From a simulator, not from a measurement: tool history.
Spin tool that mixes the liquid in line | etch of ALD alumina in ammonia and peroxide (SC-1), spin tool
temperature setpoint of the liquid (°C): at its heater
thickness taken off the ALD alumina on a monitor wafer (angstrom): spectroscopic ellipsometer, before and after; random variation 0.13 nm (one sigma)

run  hour  temperature setpoint of the liquid (°C)  parts of 29 % ammonia solution to one part of 30 % peroxide (parts by volume)  time under the liquid (s)  thickness taken off the ALD alumina on a monitor wafer (angstrom)
  1     0                                       49                                                                            0.5                        245                                                             120.38
  2   2.1                                       55                                                                            0.5                        245                                                             168.04
  3     4                                       55                                                                            0.5                        265                                                             182.82
  4     9                                     55.5                                                                            0.5                        265                                                             186.83
  5  11.2                                     48.5                                                                            0.5                        265                                                             127.23
  6  12.9                                     48.5                                                                            0.5                        265                                                              127.5
  7  21.8                                       50                                                                            0.5                        265                                                             138.86

Forecast run 8:
  8  30.6                                       50                                                                            0.5                        265                                                                  ?

thickness taken off the ALD alumina on a monitor wafer (angstrom): 139.31
